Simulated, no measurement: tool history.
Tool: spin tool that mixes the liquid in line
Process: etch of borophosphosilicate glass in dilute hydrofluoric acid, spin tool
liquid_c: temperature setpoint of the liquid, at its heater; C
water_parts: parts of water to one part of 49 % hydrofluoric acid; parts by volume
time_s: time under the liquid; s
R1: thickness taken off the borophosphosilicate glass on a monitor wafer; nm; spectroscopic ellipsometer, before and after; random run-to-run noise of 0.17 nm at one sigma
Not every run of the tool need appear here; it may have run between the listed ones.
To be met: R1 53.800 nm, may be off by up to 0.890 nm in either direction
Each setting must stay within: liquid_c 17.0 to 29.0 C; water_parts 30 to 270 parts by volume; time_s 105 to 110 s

run 1 hour=0.0 | liquid_c=21.0 water_parts=150 time_s=105 | R1=37.791
run 2 hour=8.9 | liquid_c=21.0 water_parts=150 time_s=105 | R1=37.625
run 3 hour=15.4 | liquid_c=21.0 water_parts=150 time_s=110 | R1=39.610
run 4 hour=18.4 | liquid_c=21.0 water_parts=120 time_s=110 | R1=51.148
run 5 hour=26.8 | liquid_c=21.0 water_parts=120 time_s=110 | R1=51.331
run 6 hour=34.7 | liquid_c=24.0 water_parts=120 time_s=110 | R1=57.428
run 7 hour=40.9 | liquid_c=23.5 water_parts=120 time_s=110 | R1=56.366
run 8 hour=46.7 | liquid_c=23.0 water_parts=120 time_s=110 | R1=55.569

Below are 5 possible settings for the next run. Only one of them brings all results inside the allowed miss of their targets. Which is it?
run A hour=52.5 | liquid_c=21.5 water_parts=115 time_s=105 | R1=?
run B hour=52.5 | liquid_c=20.0 water_parts=110 time_s=110 | R1=?
run C hour=52.5 | liquid_c=22.0 water_parts=115 time_s=110 | R1=?
run D hour=52.5 | liquid_c=24.0 water_parts=125 time_s=105 | R1=?
run E hour=52.5 | liquid_c=27.0 water_parts=130 time_s=105 | R1=?

move=A R1=52.483
move=B R1=54.399
move=C R1=56.094
move=D R1=52.685
move=E R1=56.476
A: carries the result that was furthest off beyond its target, to the other side
B: meets every target
C: lands further from the targets than the last run did
D: carries the result that was furthest off beyond its target, to the other side
E: lands further from the targets than the last run did
Answer: B
